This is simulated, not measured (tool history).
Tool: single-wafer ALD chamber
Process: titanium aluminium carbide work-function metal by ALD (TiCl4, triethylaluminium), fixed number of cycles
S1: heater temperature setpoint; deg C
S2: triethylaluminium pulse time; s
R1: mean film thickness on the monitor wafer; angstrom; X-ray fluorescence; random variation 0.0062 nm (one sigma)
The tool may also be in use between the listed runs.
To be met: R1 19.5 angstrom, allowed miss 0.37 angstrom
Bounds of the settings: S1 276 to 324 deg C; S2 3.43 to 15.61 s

run 1 hour=0 | S1=300 S2=9.52 | R1=23.412
run 2 hour=4.7 | S1=296 S2=8.6 | R1=22.668
run 3 hour=8.4 | S1=293 S2=7.92 | R1=22.189
run 4 hour=9.7 | S1=290 S2=7.27 | R1=21.378
run 5 hour=11.8 | S1=288 S2=7.04 | R1=20.985
run 6 hour=20 | S1=279 S2=7.04 | R1=20.255
run 7 hour=28.9 | S1=278 S2=6.83 | R1=19.8
run 8 hour=32.5 | S1=278 S2=6.79 | R1=19.942

5 next moves are on the table. One of them brings every result within its allowed miss. Which?
run A hour=36.1 | S1=276 S2=8.23 | R1=?
run B hour=36.1 | S1=276 S2=7.99 | R1=?
run C hour=36.1 | S1=280 S2=7.38 | R1=?
run D hour=36.1 | S1=276 S2=6.53 | R1=?
run E hour=36.1 | S1=284 S2=6.86 | R1=?

move=A R1=20.711
move=B R1=20.585
move=C R1=20.579
move=D R1=19.521
move=E R1=20.541
A: further off than the last run
B: further off than the last run
C: further off than the last run
D: meets every target
E: further off than the last run
Answer: D
